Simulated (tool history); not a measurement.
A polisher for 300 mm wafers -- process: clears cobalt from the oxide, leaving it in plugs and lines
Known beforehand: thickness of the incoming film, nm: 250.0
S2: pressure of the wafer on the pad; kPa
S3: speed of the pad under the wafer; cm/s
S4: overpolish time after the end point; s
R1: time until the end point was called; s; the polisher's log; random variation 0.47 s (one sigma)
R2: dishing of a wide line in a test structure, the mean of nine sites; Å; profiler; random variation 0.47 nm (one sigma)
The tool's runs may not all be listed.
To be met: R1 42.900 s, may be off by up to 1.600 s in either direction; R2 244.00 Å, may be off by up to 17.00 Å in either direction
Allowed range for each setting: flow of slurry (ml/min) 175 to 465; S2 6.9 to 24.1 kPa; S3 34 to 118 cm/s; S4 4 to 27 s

Run 1, hour 0.0: flow of slurry (ml/min) 295, S2 15.2 kPa, S3 76 cm/s, S4 14 s. Result: R1 55.522 s, R2 381.30 Å.
Run 2, hour 8.4: flow of slurry (ml/min) 295, S2 15.2 kPa, S3 76 cm/s, S4 13 s. Result: R1 56.012 s, R2 363.44 Å.
Run 3, hour 16.7: flow of slurry (ml/min) 295, S2 15.9 kPa, S3 76 cm/s, S4 12 s. Result: R1 53.439 s, R2 367.10 Å.
Run 4, hour 24.0: flow of slurry (ml/min) 295, S2 11.7 kPa, S3 76 cm/s, S4 12 s. Result: R1 71.845 s, R2 302.70 Å.
Run 5, hour 31.9: flow of slurry (ml/min) 295, S2 7.6 kPa, S3 76 cm/s, S4 12 s. Result: R1 107.470 s, R2 237.82 Å.
Run 6, hour 33.1: flow of slurry (ml/min) 295, S2 6.9 kPa, S3 76 cm/s, S4 12 s. Result: R1 117.920 s, R2 222.13 Å.
Run 7, hour 34.5: flow of slurry (ml/min) 295, S2 7.6 kPa, S3 80 cm/s, S4 11 s. Result: R1 101.610 s, R2 221.27 Å.
Run 8, hour 35.6: flow of slurry (ml/min) 295, S2 8.3 kPa, S3 82 cm/s, S4 10 s. Result: R1 94.393 s, R2 221.53 Å.
At hour 41.8: head pressure recalibrated.
Run 9, hour 41.8: flow of slurry (ml/min) 295, S2 9.0 kPa, S3 84 cm/s, S4 9 s. Result: R1 93.253 s, R2 218.60 Å.
Run 10, hour 46.3: flow of slurry (ml/min) 295, S2 9.7 kPa, S3 88 cm/s, S4 8 s. Result: R1 82.009 s, R2 219.55 Å.
Run 11, hour 53.4: flow of slurry (ml/min) 295, S2 10.3 kPa, S3 90 cm/s, S4 8 s. Result: R1 75.770 s, R2 228.13 Å.
Run 12, hour 55.5: flow of slurry (ml/min) 300, S2 14.5 kPa, S3 92 cm/s, S4 4 s. Result: R1 53.355 s, R2 176.14 Å.
Run 13, hour 59.4: flow of slurry (ml/min) 300, S2 15.9 kPa, S3 92 cm/s, S4 6 s. Result: R1 49.247 s, R2 252.53 Å.

Which single option among these 5 for the next run brings every result within its allowed miss of target? Just one does.
Run A, hour 63.3: flow of slurry (ml/min) 340, S2 13.1 kPa, S3 96 cm/s, S4 6 s. Result: R1 ?, R2 ?.
Run B, hour 63.3: flow of slurry (ml/min) 290, S2 18.6 kPa, S3 100 cm/s, S4 6 s. Result: R1 ?, R2 ?.
Run C, hour 63.3: flow of slurry (ml/min) 295, S2 15.2 kPa, S3 110 cm/s, S4 5 s. Result: R1 ?, R2 ?.
Run D, hour 63.3: flow of slurry (ml/min) 335, S2 19.3 kPa, S3 92 cm/s, S4 6 s. Result: R1 ?, R2 ?.
Run E, hour 63.3: flow of slurry (ml/min) 280, S2 17.9 kPa, S3 100 cm/s, S4 6 s. Result: R1 ?, R2 ?.

move      R1      R2
   A  54.488  241.25
   B  37.785  304.08
   C  41.938  254.32
   D  39.024  298.47
   E  39.346  297.01
A: misses by more than the last run did
B: pushes the last run's worst result past its target
C: meets every target
D: pushes the last run's worst result past its target
E: pushes the last run's worst result past its target
Go with C: it meets all targets.
